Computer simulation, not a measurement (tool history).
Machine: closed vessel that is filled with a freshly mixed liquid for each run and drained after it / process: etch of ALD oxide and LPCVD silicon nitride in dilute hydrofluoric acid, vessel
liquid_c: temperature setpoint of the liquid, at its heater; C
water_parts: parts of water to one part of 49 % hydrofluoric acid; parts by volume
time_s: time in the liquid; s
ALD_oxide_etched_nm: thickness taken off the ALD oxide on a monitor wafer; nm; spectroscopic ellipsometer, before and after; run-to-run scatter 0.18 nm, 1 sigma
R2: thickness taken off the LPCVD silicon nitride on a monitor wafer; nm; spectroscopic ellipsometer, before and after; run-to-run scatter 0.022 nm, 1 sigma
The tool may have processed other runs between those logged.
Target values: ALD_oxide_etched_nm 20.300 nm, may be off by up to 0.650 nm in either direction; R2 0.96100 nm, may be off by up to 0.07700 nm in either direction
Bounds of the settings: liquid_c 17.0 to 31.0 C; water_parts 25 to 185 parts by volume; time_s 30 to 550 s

{"run": 1, "day": 0.0, "liquid_c": 23.0, "water_parts": 105, "time_s": 280, "ALD_oxide_etched_nm": 28.665, "R2": 1.2871}
{"run": 2, "day": 0.292, "liquid_c": 23.0, "water_parts": 105, "time_s": 220, "ALD_oxide_etched_nm": 22.418, "R2": 0.99918}
{"run": 3, "day": 0.658, "liquid_c": 23.5, "water_parts": 110, "time_s": 220, "ALD_oxide_etched_nm": 21.567, "R2": 0.96912}
{"run": 4, "day": 0.871, "liquid_c": 23.5, "water_parts": 145, "time_s": 220, "ALD_oxide_etched_nm": 15.846, "R2": 0.75237}
{"run": 5, "day": 1.029, "liquid_c": 24.0, "water_parts": 140, "time_s": 215, "ALD_oxide_etched_nm": 16.44, "R2": 0.78156}
{"run": 6, "day": 1.304, "liquid_c": 24.0, "water_parts": 170, "time_s": 215, "ALD_oxide_etched_nm": 13.149, "R2": 0.60721}
{"run": 7, "day": 1.538, "liquid_c": 24.5, "water_parts": 155, "time_s": 215, "ALD_oxide_etched_nm": 14.915, "R2": 0.7198}
{"run": 8, "day": 1.721, "liquid_c": 24.5, "water_parts": 145, "time_s": 215, "ALD_oxide_etched_nm": 16.097, "R2": 0.78422}
{"run": 9, "day": 1.792, "liquid_c": 24.5, "water_parts": 135, "time_s": 215, "ALD_oxide_etched_nm": 17.706, "R2": 0.85865}
{"run": 10, "day": 1.942, "liquid_c": 24.5, "water_parts": 130, "time_s": 215, "ALD_oxide_etched_nm": 18.216, "R2": 0.88754}
{"run": 11, "day": 2.133, "liquid_c": 24.5, "water_parts": 125, "time_s": 215, "ALD_oxide_etched_nm": 19.169, "R2": 0.92924}

5 candidate next runs follow, results not yet known. Just one meets every target within its allowed miss. Identify it.
{"run": "A", "day": 2.325, "liquid_c": 31.0, "water_parts": 145, "time_s": 190, "ALD_oxide_etched_nm": "?", "R2": "?"}
{"run": "B", "day": 2.325, "liquid_c": 30.0, "water_parts": 145, "time_s": 195, "ALD_oxide_etched_nm": "?", "R2": "?"}
{"run": "C", "day": 2.325, "liquid_c": 26.0, "water_parts": 120, "time_s": 190, "ALD_oxide_etched_nm": "?", "R2": "?"}
{"run": "D", "day": 2.325, "liquid_c": 28.5, "water_parts": 130, "time_s": 180, "ALD_oxide_etched_nm": "?", "R2": "?"}
{"run": "E", "day": 2.325, "liquid_c": 23.5, "water_parts": 150, "time_s": 290, "ALD_oxide_etched_nm": "?", "R2": "?"}

move=A ALD_oxide_etched_nm=18.130 R2=1.00820
move=B ALD_oxide_etched_nm=17.951 R2=0.97343
move=C ALD_oxide_etched_nm=18.807 R2=0.89215
move=D ALD_oxide_etched_nm=17.843 R2=0.91421
move=E ALD_oxide_etched_nm=20.134 R2=0.92884
A: the biggest miss grows against the last run
B: the biggest miss grows against the last run
C: the biggest miss grows against the last run
D: the biggest miss grows against the last run
E: every result within its allowed miss
Move E is the one to make.
